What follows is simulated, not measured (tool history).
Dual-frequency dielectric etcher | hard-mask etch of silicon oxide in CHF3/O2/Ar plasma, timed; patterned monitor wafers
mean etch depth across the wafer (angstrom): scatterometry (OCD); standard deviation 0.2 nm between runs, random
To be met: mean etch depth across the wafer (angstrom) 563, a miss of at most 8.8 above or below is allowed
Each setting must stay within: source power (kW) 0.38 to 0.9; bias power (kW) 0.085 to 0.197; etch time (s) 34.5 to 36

| run | hour | source power (kW) | bias power (kW) | etch time (s) | mean etch depth across the wafer (angstrom) |
|---|---|---|---|---|---|
| 1 | 0 | 0.64 | 0.141 | 34.5 | 637.82 |
| 2 | 0.7 | 0.74 | 0.141 | 34.5 | 684.82 |
| 3 | 8.7 | 0.74 | 0.141 | 36 | 713.99 |
| 4 | 17.7 | 0.67 | 0.137 | 36 | 674.64 |
| 5 | 22.5 | 0.61 | 0.136 | 36 | 643.05 |
| 6 | 28.6 | 0.61 | 0.114 | 36 | 611.29 |
| 7 | 33.9 | 0.59 | 0.113 | 36 | 598.53 |
| 8 | 34.9 | 0.57 | 0.113 | 36 | 589.17 |
| 9 | 40.8 | 0.56 | 0.113 | 36 | 585.19 |
| 10 | 47.6 | 0.55 | 0.113 | 36 | 579 |
| 11 | 48.2 | 0.54 | 0.113 | 36 | 575.98 |

Next run, 5 choices. One meets every target within its allowed miss, the rest don't. Which?
| A | 48.8 | 0.56 | 0.117 | 34.5 | ? |
| B | 48.8 | 0.6 | 0.105 | 35 | ? |
| C | 48.8 | 0.56 | 0.104 | 34.5 | ? |
| D | 48.8 | 0.55 | 0.114 | 36 | ? |
| E | 48.8 | 0.55 | 0.135 | 35 | ? |

| move | mean etch depth across the wafer (angstrom) |
|---|---|
| A | 566.17 |
| B | 577.24 |
| C | 548.08 |
| D | 581.16 |
| E | 593.06 |
A: every result lands within tolerance
B: the biggest miss grows against the last run
C: carries the result that was furthest off beyond its target, to the other side
D: the biggest miss grows against the last run
E: the biggest miss grows against the last run
Move A is the one to make.
